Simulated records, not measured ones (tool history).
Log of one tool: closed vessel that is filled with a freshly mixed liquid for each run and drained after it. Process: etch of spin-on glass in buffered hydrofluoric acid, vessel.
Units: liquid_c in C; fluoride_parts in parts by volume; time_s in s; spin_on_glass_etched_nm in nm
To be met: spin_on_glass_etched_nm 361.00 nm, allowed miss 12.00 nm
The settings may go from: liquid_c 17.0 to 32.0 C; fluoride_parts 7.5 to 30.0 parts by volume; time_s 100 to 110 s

run  hour  liquid_c  fluoride_parts  time_s  spin_on_glass_etched_nm
  1   0.0      25.0            22.0     100                   150.95
  2   1.5      26.5            18.5     100                   185.97
  3   8.6      28.0            16.0     100                   239.80
  4   9.5      25.5            16.0     100                   206.17
  5  15.3      27.0            16.0     100                   223.40
  6  18.6      28.0            15.0     100                   251.69
  7  22.7      29.0            14.5     100                   277.43
  8  28.3      29.5            14.0     100                   295.10
  9  30.7      30.0            14.0     100                   298.73
 10  33.7      30.5            13.5     100                   315.17
 11  41.0      31.0            13.5     100                   331.13
 12  42.7      31.5            13.0     100                   348.56

Which of these 4 next moves meets every target?
  A  44.4      28.5            11.5     100                        ?
  B  44.4      30.5            12.5     105                        ?
  C  44.4      27.5            11.0     100                        ?
  D  44.4      31.5            15.5     110                        ?

move  spin_on_glass_etched_nm
   A                   331.26
   B                   356.26
   C                   328.02
   D                   318.61
A: further off than the last run
B: meets every target
C: further off than the last run
D: further off than the last run
Move B is the one to make.
